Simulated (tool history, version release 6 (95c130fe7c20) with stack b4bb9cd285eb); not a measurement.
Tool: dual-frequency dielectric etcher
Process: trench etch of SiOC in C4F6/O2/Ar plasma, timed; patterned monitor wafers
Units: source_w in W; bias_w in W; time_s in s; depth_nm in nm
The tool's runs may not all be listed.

Run 1, hour 0.0: source_w 440 W, bias_w 180 W, time_s 16.5 s. Result: depth_nm 34.364 nm.
Run 2, hour 7.6: source_w 440 W, bias_w 180 W, time_s 16.5 s. Result: depth_nm 34.355 nm.
Run 3, hour 14.7: source_w 440 W, bias_w 180 W, time_s 16.5 s. Result: depth_nm 34.167 nm.
Run 4, hour 19.4: source_w 440 W, bias_w 152 W, time_s 16.5 s. Result: depth_nm 32.883 nm.
Run 5, hour 26.6: source_w 510 W, bias_w 152 W, time_s 16.5 s. Result: depth_nm 34.278 nm.
Run 6, hour 30.2: source_w 460 W, bias_w 146 W, time_s 16.5 s. Result: depth_nm 33.014 nm.
Run 7, hour 34.0: source_w 460 W, bias_w 146 W, time_s 16.5 s. Result: depth_nm 32.985 nm.
Run 8, hour 39.1: source_w 420 W, bias_w 141 W, time_s 16.5 s. Result: depth_nm 31.883 nm.
Run 9, hour 39.8: source_w 390 W, bias_w 137 W, time_s 16.5 s. Result: depth_nm 30.833 nm.
Run 10, hour 40.8: source_w 370 W, bias_w 136 W, time_s 16.5 s. Result: depth_nm 30.431 nm.
Run 11, hour 46.4: source_w 350 W, bias_w 135 W, time_s 16.5 s. Result: depth_nm 29.964 nm.

Forecast run 12:
Run 12, hour 52.5: source_w 330 W, bias_w 134 W, time_s 16.5 s. Result: depth_nm ?.

depth_nm: 29.395 nm

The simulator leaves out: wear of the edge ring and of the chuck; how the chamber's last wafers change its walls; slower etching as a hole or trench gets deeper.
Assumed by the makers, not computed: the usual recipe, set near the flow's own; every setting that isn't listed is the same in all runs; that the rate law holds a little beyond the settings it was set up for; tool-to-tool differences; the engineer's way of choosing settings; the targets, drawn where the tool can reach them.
